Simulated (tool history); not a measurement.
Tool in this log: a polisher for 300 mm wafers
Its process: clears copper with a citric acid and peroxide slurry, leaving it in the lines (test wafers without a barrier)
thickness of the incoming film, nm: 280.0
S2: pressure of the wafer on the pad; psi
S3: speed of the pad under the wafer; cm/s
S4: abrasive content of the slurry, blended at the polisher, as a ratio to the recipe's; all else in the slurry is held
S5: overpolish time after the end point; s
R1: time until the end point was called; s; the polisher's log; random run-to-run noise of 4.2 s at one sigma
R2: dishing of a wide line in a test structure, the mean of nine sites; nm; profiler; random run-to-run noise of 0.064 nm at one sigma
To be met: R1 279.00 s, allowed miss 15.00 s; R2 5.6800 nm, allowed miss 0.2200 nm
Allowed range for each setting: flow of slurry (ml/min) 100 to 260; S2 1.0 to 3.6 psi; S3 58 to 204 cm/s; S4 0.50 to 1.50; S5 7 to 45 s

Run 1, hour 0.0: flow of slurry (ml/min) 165, S2 2.3 psi, S3 130 cm/s, S4 1.00, S5 23 s. Result: R1 131.14 s, R2 34.8470 nm.
Run 2, hour 1.6: flow of slurry (ml/min) 165, S2 2.3 psi, S3 130 cm/s, S4 1.10, S5 23 s. Result: R1 124.17 s, R2 34.8730 nm.
Run 3, hour 3.4: flow of slurry (ml/min) 165, S2 2.3 psi, S3 130 cm/s, S4 1.10, S5 28 s. Result: R1 128.12 s, R2 40.7800 nm.
Run 4, hour 5.8: flow of slurry (ml/min) 140, S2 2.3 psi, S3 130 cm/s, S4 1.10, S5 28 s. Result: R1 132.04 s, R2 40.6510 nm.
Run 5, hour 14.2: flow of slurry (ml/min) 140, S2 2.3 psi, S3 130 cm/s, S4 1.10, S5 38 s. Result: R1 126.52 s, R2 50.3040 nm.
Run 6, hour 18.8: flow of slurry (ml/min) 140, S2 2.3 psi, S3 130 cm/s, S4 1.10, S5 31 s. Result: R1 132.68 s, R2 43.8830 nm.
Run 7, hour 21.1: flow of slurry (ml/min) 170, S2 2.0 psi, S3 112 cm/s, S4 0.95, S5 25 s. Result: R1 162.48 s, R2 30.0580 nm.
Run 8, hour 22.3: flow of slurry (ml/min) 170, S2 2.0 psi, S3 112 cm/s, S4 0.95, S5 25 s. Result: R1 167.45 s, R2 29.1120 nm.
Run 9, hour 29.7: flow of slurry (ml/min) 185, S2 1.7 psi, S3 98 cm/s, S4 0.85, S5 20 s. Result: R1 208.07 s, R2 19.8290 nm.
Run 10, hour 31.8: flow of slurry (ml/min) 165, S2 1.5 psi, S3 88 cm/s, S4 1.00, S5 17 s. Result: R1 252.20 s, R2 14.4160 nm.
Run 11, hour 37.7: flow of slurry (ml/min) 150, S2 1.4 psi, S3 86 cm/s, S4 1.15, S5 14 s. Result: R1 260.96 s, R2 11.7930 nm.
Run 12, hour 43.4: flow of slurry (ml/min) 135, S2 1.3 psi, S3 84 cm/s, S4 1.25, S5 12 s. Result: R1 285.05 s, R2 9.3393 nm.
Run 13, hour 51.0: flow of slurry (ml/min) 125, S2 1.2 psi, S3 86 cm/s, S4 1.30, S5 11 s. Result: R1 300.06 s, R2 8.2815 nm.
Run 14, hour 57.3: flow of slurry (ml/min) 120, S2 1.1 psi, S3 88 cm/s, S4 1.35, S5 10 s. Result: R1 300.16 s, R2 7.3383 nm.
Run 15, hour 64.4: flow of slurry (ml/min) 115, S2 1.1 psi, S3 90 cm/s, S4 1.40, S5 9 s. Result: R1 294.65 s, R2 6.7026 nm.

Consider the 5 candidate settings below. Which is the only one whose results all fall within their allowed miss of target?
Run A, hour 71.5: flow of slurry (ml/min) 130, S2 1.1 psi, S3 86 cm/s, S4 1.30, S5 9 s. Result: R1 ?, R2 ?.
Run B, hour 71.5: flow of slurry (ml/min) 100, S2 1.4 psi, S3 100 cm/s, S4 1.40, S5 7 s. Result: R1 ?, R2 ?.
Run C, hour 71.5: flow of slurry (ml/min) 100, S2 1.1 psi, S3 102 cm/s, S4 1.25, S5 7 s. Result: R1 ?, R2 ?.
Run D, hour 71.5: flow of slurry (ml/min) 110, S2 1.3 psi, S3 98 cm/s, S4 1.45, S5 7 s. Result: R1 ?, R2 ?.
Run E, hour 71.5: flow of slurry (ml/min) 125, S2 1.6 psi, S3 88 cm/s, S4 1.30, S5 7 s. Result: R1 ?, R2 ?.

move      R1      R2
   A  303.49  6.6770
   B  242.91  6.5103
   C  279.23  5.6769
   D  249.99  6.3276
   E  240.75  6.5766
A: as far off as the last run
B: gains on the last run, yet a result remains outside its allowed miss
C: each result inside its tolerance
D: gains on the last run, yet a result remains outside its allowed miss
E: gains on the last run, yet a result remains outside its allowed miss
So the answer is move C, the one that meets all the targets.

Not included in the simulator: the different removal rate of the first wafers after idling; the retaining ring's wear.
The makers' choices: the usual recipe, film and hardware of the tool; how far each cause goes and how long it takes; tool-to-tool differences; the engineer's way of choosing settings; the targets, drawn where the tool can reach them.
